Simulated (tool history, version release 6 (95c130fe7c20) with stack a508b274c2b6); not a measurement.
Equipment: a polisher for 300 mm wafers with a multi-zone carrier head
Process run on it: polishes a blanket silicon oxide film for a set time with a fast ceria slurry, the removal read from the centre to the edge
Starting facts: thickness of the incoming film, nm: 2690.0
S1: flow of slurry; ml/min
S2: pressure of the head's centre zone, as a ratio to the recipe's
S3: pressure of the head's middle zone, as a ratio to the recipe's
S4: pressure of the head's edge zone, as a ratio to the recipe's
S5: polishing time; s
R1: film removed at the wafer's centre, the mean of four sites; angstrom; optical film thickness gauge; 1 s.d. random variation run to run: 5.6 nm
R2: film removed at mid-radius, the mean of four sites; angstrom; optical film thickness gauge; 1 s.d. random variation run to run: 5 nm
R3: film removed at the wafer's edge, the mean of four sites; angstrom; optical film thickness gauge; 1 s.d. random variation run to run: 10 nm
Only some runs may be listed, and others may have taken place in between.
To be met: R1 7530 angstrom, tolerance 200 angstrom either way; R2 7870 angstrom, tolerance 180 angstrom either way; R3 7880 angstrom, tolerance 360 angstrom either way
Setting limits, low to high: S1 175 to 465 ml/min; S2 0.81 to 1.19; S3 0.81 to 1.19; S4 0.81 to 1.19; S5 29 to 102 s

| run | hour | S1 | S2 | S3 | S4 | S5 | R1 | R2 | R3 |
|---|---|---|---|---|---|---|---|---|---|
| 1 | 0 | 295 | 1 | 1 | 1 | 65 | 5242.6 | 5298.1 | 5212.8 |
| 2 | 8.8 | 295 | 1 | 1.01 | 1.02 | 68 | 5488.7 | 5632.4 | 5611.5 |
| 3 | 13.3 | 295 | 1 | 1.01 | 1.07 | 68 | 5574.4 | 5636.7 | 5690.1 |
| 4 | 22.1 | 295 | 1 | 1.02 | 1.08 | 70 | 5740.5 | 5821.1 | 5802.5 |
| 5 | 24.3 | 295 | 1 | 0.96 | 1.08 | 70 | 5684.6 | 5573.4 | 5752.5 |
| 6 | 27 | 295 | 1 | 0.98 | 1.09 | 72 | 5884.5 | 5739.5 | 5860.9 |
| 7 | 28.8 | 295 | 1 | 0.99 | 1.1 | 74 | 6049.8 | 5941.9 | 6099.9 |
| 8 | 30 | 295 | 1 | 1 | 1.11 | 76 | 6241.8 | 6200.7 | 6459.9 |
| 9 | 38.9 | 300 | 1.01 | 1.02 | 1.12 | 77 | 6359.5 | 6378.9 | 6615.9 |
| 10 | 41.2 | 305 | 1.02 | 1.04 | 1.12 | 78 | 6476.4 | 6546.2 | 6598.8 |
| 11 | 42.8 | 305 | 1.02 | 1.05 | 1.12 | 79 | 6542.6 | 6763.8 | 6720.4 |
| 12 | 44.8 | 340 | 1.04 | 1.08 | 1.19 | 88 | 7525.7 | 7632.9 | 7829.1 |

Consider the 4 candidate settings below. Which is the only one whose results all fall within their allowed miss of target?
| A | 46.8 | 280 | 0.95 | 0.93 | 1.19 | 93 | ? | ? | ? |
| B | 46.8 | 330 | 0.95 | 0.9 | 1.19 | 94 | ? | ? | ? |
| C | 46.8 | 255 | 1.02 | 1.09 | 1.15 | 93 | ? | ? | ? |
| D | 46.8 | 390 | 1.02 | 1 | 1.19 | 90 | ? | ? | ? |

| move | R1 | R2 | R3 |
|---|---|---|---|
| A | 7195.6 | 7235.2 | 8032.1 |
| B | 7393.8 | 7271.1 | 8215.4 |
| C | 7520 | 7953.5 | 7819.8 |
| D | 7584.6 | 7548.5 | 7938.3 |
A: the biggest miss grows against the last run
B: the biggest miss grows against the last run
C: hits every target within its allowed miss
D: the biggest miss grows against the last run
Correct choice: C, which meets every target
